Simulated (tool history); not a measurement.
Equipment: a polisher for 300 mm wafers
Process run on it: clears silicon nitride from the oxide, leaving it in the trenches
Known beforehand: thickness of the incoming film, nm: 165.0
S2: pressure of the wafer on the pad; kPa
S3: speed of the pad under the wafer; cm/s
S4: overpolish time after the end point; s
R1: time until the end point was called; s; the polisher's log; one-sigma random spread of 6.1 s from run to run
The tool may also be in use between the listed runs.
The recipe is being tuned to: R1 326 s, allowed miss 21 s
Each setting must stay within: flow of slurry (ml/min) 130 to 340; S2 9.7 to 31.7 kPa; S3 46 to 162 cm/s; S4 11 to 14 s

Run 1, hour 0: flow of slurry (ml/min) 220, S2 20.7 kPa, S3 104 cm/s, S4 14 s. Result: R1 161.95 s.
Run 2, hour 6.5: flow of slurry (ml/min) 190, S2 20.7 kPa, S3 104 cm/s, S4 14 s. Result: R1 166.72 s.
Run 3, hour 14.6: flow of slurry (ml/min) 190, S2 19.3 kPa, S3 102 cm/s, S4 14 s. Result: R1 178.03 s.
Run 4, hour 17: flow of slurry (ml/min) 190, S2 15.2 kPa, S3 102 cm/s, S4 14 s. Result: R1 228.97 s.
Run 5, hour 18.6: flow of slurry (ml/min) 190, S2 15.2 kPa, S3 90 cm/s, S4 14 s. Result: R1 250.21 s.
Run 6, hour 22.3: flow of slurry (ml/min) 190, S2 15.2 kPa, S3 90 cm/s, S4 14 s. Result: R1 242.51 s.
Run 7, hour 28: flow of slurry (ml/min) 190, S2 14.5 kPa, S3 90 cm/s, S4 14 s. Result: R1 261.86 s.
Run 8, hour 30.8: flow of slurry (ml/min) 190, S2 13.8 kPa, S3 90 cm/s, S4 14 s. Result: R1 266.72 s.
Run 9, hour 37.6: flow of slurry (ml/min) 190, S2 13.1 kPa, S3 90 cm/s, S4 14 s. Result: R1 284.67 s.
Run 10, hour 40.7: flow of slurry (ml/min) 190, S2 10.3 kPa, S3 88 cm/s, S4 14 s. Result: R1 370.87 s.

Consider the 5 candidate settings below. Which is the only one whose results all fall within their allowed miss of target?
Run A, hour 43.8: flow of slurry (ml/min) 220, S2 17.2 kPa, S3 62 cm/s, S4 14 s. Result: R1 ?.
Run B, hour 43.8: flow of slurry (ml/min) 205, S2 11.7 kPa, S3 100 cm/s, S4 14 s. Result: R1 ?.
Run C, hour 43.8: flow of slurry (ml/min) 215, S2 11 kPa, S3 78 cm/s, S4 14 s. Result: R1 ?.
Run D, hour 43.8: flow of slurry (ml/min) 180, S2 13.8 kPa, S3 86 cm/s, S4 14 s. Result: R1 ?.
Run E, hour 43.8: flow of slurry (ml/min) 180, S2 11 kPa, S3 92 cm/s, S4 11 s. Result: R1 ?.

move      R1
   A  275.02
   B  289.26
   C  363.41
   D  279.02
   E  328.93
A: moves the result that the last run missed by most past its target, out the other side
B: moves the result that the last run missed by most past its target, out the other side
C: an improvement on the last run, though not all results are within tolerance
D: moves the result that the last run missed by most past its target, out the other side
E: every result lands within tolerance
Answer: E

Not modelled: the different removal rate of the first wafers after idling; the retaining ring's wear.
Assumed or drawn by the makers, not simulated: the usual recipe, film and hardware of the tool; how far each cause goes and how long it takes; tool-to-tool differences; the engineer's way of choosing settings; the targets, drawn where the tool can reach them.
